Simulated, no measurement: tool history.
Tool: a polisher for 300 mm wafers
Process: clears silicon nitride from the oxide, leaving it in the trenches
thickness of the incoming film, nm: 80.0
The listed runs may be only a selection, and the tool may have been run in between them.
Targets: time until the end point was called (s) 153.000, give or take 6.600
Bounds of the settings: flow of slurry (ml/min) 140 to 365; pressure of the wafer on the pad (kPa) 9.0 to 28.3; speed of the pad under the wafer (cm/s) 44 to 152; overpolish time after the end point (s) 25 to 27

run	hour	flow of slurry (ml/min)	pressure of the wafer on the pad (kPa)	speed of the pad under the wafer (cm/s)	overpolish time after the end point (s)	time until the end point was called (s)
1	0.0	235	18.6	98	25	81.824
2	6.8	260	18.6	98	25	80.714
3	7.9	215	18.6	98	25	84.736
4	8.5	215	18.6	98	25	82.993
5	13.0	215	21.4	98	25	73.064
6	16.6	215	24.1	98	25	66.210
7	21.1	215	24.1	98	25	65.322
8	27.0	210	20.0	92	25	84.086
9	28.4	205	16.5	88	25	102.410
10	33.1	200	14.5	86	25	121.690
11	38.7	195	13.1	86	25	133.370
12	44.3	195	10.3	86	25	163.910

Which of these 5 next moves meets every target?
A	49.9	155	13.1	68	27	?
B	49.9	155	13.8	62	25	?
C	49.9	200	9.7	82	27	?
D	49.9	200	11.0	88	25	?
E	49.9	190	10.3	86	25	?

move	time until the end point was called (s)
A	166.570
B	171.180
C	181.700
D	150.650
E	164.690
A: further off than the last run
B: further off than the last run
C: further off than the last run
D: all results land within tolerance of their targets
E: further off than the last run
Go with D: it meets all targets.

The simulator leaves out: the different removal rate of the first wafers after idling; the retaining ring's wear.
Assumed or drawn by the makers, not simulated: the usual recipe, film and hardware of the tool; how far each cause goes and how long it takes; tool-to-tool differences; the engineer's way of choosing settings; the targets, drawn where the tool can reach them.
